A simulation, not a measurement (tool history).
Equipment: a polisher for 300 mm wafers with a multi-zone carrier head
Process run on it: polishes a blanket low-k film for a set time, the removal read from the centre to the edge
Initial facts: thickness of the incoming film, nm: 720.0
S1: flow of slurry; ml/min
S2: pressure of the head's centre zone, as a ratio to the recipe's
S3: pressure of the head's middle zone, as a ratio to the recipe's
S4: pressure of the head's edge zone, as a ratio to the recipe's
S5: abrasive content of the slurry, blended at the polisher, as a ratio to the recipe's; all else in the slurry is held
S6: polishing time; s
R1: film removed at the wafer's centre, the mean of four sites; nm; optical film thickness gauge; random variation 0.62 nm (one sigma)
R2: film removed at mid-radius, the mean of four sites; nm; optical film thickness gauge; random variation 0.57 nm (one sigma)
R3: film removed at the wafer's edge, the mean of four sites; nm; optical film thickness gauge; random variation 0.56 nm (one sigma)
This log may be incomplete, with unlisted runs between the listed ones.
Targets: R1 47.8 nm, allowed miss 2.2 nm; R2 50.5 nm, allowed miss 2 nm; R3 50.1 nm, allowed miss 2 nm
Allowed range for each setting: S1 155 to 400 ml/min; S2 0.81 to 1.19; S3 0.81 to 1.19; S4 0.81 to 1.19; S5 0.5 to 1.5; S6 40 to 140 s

run  hour   S1    S2    S3    S4    S5   S6      R1      R2      R3
  1     0  255     1     1     1     1   90  32.677  30.699  32.067
  2     1  255     1  1.02  1.02  1.05   92  34.458  33.029  33.675
  3   8.3  255  0.99  1.02  1.03   1.1   94  34.471  33.835  35.917
  4  15.4  255  0.99  1.02  1.09   1.1   94   34.19  35.366  37.007
  5  21.2  260     1  1.03   1.1  1.15   95  37.139  36.551  38.455
  6  22.6  260     1  1.05  1.11   1.2   96   37.91  38.219  39.591
  7  26.8  260     1  1.05  1.11   1.2   96  36.793  37.666  40.289
  8  29.2  270     1  1.07   1.1   1.2   98  39.189  40.036  40.717
  9  29.8  270     1  1.13  1.17  1.45  103  44.434  46.141   48.01

Of the 5 settings listed for the next run, only one would bring every result within its allowed miss of target. Which one?
  A  30.4  260   1.1  1.01  1.19   1.5  103   ?   ?   ?
  B  30.4  190  0.95  0.98  1.12   1.5  116   ?   ?   ?
  C  30.4  235  0.92  1.01  1.19  1.25  113   ?   ?   ?
  D  30.4  195  0.91  0.91  1.19   1.5  112   ?   ?   ?
  E  30.4  260  1.04  1.17  1.19   1.5  107   ?   ?   ?

move      R1      R2      R3
   A  48.415  43.392  49.031
   B  45.136  45.963  52.079
   C  40.625  43.689  49.451
   D  41.869  41.857  52.066
   E  47.586  51.131  50.826
A: moves away from the targets compared with the last run
B: about as far from the targets as the last run
C: moves away from the targets compared with the last run
D: moves away from the targets compared with the last run
E: each result inside its tolerance
Go with E: it meets all targets.
